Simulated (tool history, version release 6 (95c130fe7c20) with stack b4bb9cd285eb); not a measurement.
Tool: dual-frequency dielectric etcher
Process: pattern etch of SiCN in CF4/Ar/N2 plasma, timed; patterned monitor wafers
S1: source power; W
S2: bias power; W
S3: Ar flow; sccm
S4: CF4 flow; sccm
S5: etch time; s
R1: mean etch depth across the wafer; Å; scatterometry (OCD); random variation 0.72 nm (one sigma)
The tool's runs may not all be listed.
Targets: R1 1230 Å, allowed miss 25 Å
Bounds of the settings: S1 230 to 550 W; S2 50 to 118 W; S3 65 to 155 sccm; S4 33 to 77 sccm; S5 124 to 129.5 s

run 1 hour=0 | S1=390 S2=84 S3=110 S4=55 S5=124 | R1=878.51
run 2 hour=7.8 | S1=390 S2=84 S3=110 S4=55 S5=124 | R1=877.22
run 3 hour=15.6 | S1=390 S2=84 S3=110 S4=55 S5=124 | R1=870.86
run 4 hour=16.6 | S1=390 S2=84 S3=110 S4=55 S5=124 | R1=875.11
run 5 hour=24.6 | S1=390 S2=84 S3=99 S4=55 S5=124 | R1=905.28
run 6 hour=33.4 | S1=390 S2=84 S3=99 S4=55 S5=129.5 | R1=935.4
run 7 hour=37.7 | S1=470 S2=86 S3=98 S4=55 S5=129.5 | R1=1101
run 8 hour=41 | S1=480 S2=86 S3=98 S4=55 S5=129.5 | R1=1124
run 9 hour=43.6 | S1=490 S2=86 S3=98 S4=55 S5=129.5 | R1=1126.2
run 10 hour=46.3 | S1=500 S2=86 S3=98 S4=55 S5=129.5 | R1=1152.8
run 11 hour=54.2 | S1=510 S2=86 S3=98 S4=55 S5=129.5 | R1=1176.5
run 12 hour=62.7 | S1=520 S2=86 S3=98 S4=55 S5=129.5 | R1=1182.4

Which of these 4 next moves meets every target?
run A hour=71.2 | S1=550 S2=85 S3=98 S4=59 S5=127.5 | R1=?
run B hour=71.2 | S1=500 S2=82 S3=89 S4=63 S5=128.5 | R1=?
run C hour=71.2 | S1=550 S2=78 S3=90 S4=53 S5=126 | R1=?
run D hour=71.2 | S1=520 S2=90 S3=105 S4=53 S5=126.5 | R1=?

move=A R1=1234.6
move=B R1=1165.9
move=C R1=1184.5
move=D R1=1158.9
A: meets every target
B: further off than the last run
C: as far off as the last run
D: further off than the last run
The right move is A.

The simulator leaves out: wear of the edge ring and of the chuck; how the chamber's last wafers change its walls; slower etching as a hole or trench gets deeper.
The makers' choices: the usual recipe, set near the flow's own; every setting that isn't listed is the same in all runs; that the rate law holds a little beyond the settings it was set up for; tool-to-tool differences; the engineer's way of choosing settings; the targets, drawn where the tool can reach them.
